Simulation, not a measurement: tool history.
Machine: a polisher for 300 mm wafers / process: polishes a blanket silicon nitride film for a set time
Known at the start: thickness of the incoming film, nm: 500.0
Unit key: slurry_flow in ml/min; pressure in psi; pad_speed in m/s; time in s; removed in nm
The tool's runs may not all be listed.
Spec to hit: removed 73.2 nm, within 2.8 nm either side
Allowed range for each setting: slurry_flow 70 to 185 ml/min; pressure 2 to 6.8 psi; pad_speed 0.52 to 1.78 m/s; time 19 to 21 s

run  hour  slurry_flow  pressure  pad_speed  time  removed
  1     0          120       4.4       1.14    21   49.569
  2   6.9          120       4.4       1.14    21   50.219
  3   8.9          125       4.6       1.14    21   51.395
  4   9.5          125       5.2       1.14    21   58.523
  5    11          125       5.4       1.14    21   61.131
  6  17.7          125       5.4       0.98    21   53.673
  7  21.7          145       6.6          1    21   66.678
  8    23          145       6.6       1.02    21   67.858

5 next moves are on the table. One of them brings every result within its allowed miss. Which?
  A  24.3          160       6.4       1.26    21        ?
  B  24.3          180       6.8       1.12    21        ?
  C  24.3          130       6.8        1.1    21        ?
  D  24.3          155       6.3       1.02    21        ?
  E  24.3          155         6       1.34    21        ?

move  removed
   A   79.605
   B   77.869
   C   72.443
   D   65.941
   E   78.601
A: takes the result that was furthest off past its target
B: takes the result that was furthest off past its target
C: meets every target
D: lands further from the targets than the last run did
E: takes the result that was furthest off past its target
Answer: C

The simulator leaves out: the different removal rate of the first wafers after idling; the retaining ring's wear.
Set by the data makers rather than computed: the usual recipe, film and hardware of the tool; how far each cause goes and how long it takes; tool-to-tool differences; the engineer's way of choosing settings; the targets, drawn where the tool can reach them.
